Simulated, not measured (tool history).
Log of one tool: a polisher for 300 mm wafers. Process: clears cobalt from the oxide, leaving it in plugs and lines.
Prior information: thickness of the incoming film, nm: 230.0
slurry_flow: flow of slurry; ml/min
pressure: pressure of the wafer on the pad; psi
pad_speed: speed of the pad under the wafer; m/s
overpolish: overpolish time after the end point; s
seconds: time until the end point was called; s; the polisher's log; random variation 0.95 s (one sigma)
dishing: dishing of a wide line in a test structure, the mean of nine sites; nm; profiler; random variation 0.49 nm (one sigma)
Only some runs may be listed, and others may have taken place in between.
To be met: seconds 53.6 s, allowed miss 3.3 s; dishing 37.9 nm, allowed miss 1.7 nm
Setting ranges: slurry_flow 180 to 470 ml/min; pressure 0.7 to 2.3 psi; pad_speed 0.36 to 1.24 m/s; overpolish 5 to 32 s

{"run": 1, "hour": 0.0, "slurry_flow": 300, "pressure": 1.5, "pad_speed": 0.8, "overpolish": 16, "seconds": 74.278, "dishing": 28.886}
{"run": 2, "hour": 4.4, "slurry_flow": 300, "pressure": 1.5, "pad_speed": 0.66, "overpolish": 16, "seconds": 84.152, "dishing": 27.092}
{"run": 3, "hour": 7.7, "slurry_flow": 375, "pressure": 1.5, "pad_speed": 0.66, "overpolish": 16, "seconds": 82.305, "dishing": 27.982}
{"run": 4, "hour": 15.8, "slurry_flow": 420, "pressure": 1.5, "pad_speed": 0.66, "overpolish": 16, "seconds": 80.816, "dishing": 27.191}
{"run": 5, "hour": 20.2, "slurry_flow": 420, "pressure": 1.6, "pad_speed": 0.66, "overpolish": 16, "seconds": 76.952, "dishing": 29.524}
{"run": 6, "hour": 26.0, "slurry_flow": 420, "pressure": 1.7, "pad_speed": 0.66, "overpolish": 16, "seconds": 71.664, "dishing": 29.661}
{"run": 7, "hour": 33.6, "slurry_flow": 420, "pressure": 1.8, "pad_speed": 0.66, "overpolish": 16, "seconds": 68.995, "dishing": 30.398}
{"run": 8, "hour": 34.6, "slurry_flow": 420, "pressure": 1.9, "pad_speed": 0.66, "overpolish": 16, "seconds": 65.002, "dishing": 31.251}
{"run": 9, "hour": 42.0, "slurry_flow": 420, "pressure": 1.9, "pad_speed": 0.66, "overpolish": 16, "seconds": 65.493, "dishing": 31.245}
{"run": 10, "hour": 45.4, "slurry_flow": 420, "pressure": 2.1, "pad_speed": 0.68, "overpolish": 17, "seconds": 57.982, "dishing": 34.871}

Which single option among these 4 for the next run brings every result within its allowed miss of target? Just one does.
{"run": "A", "hour": 48.8, "slurry_flow": 380, "pressure": 1.6, "pad_speed": 0.96, "overpolish": 20, "seconds": "?", "dishing": "?"}
{"run": "B", "hour": 48.8, "slurry_flow": 420, "pressure": 2.3, "pad_speed": 0.68, "overpolish": 19, "seconds": "?", "dishing": "?"}
{"run": "C", "hour": 48.8, "slurry_flow": 350, "pressure": 2.2, "pad_speed": 0.76, "overpolish": 13, "seconds": "?", "dishing": "?"}
{"run": "D", "hour": 48.8, "slurry_flow": 425, "pressure": 2.1, "pad_speed": 0.66, "overpolish": 14, "seconds": "?", "dishing": "?"}

move=A seconds=61.776 dishing=36.041
move=B seconds=53.752 dishing=37.299
move=C seconds=53.134 dishing=31.443
move=D seconds=59.778 dishing=30.744
A: its largest miss is bigger than the last run's
B: hits every target within its allowed miss
C: its largest miss is bigger than the last run's
D: its largest miss is bigger than the last run's
So the answer is move B, the one that meets all the targets.

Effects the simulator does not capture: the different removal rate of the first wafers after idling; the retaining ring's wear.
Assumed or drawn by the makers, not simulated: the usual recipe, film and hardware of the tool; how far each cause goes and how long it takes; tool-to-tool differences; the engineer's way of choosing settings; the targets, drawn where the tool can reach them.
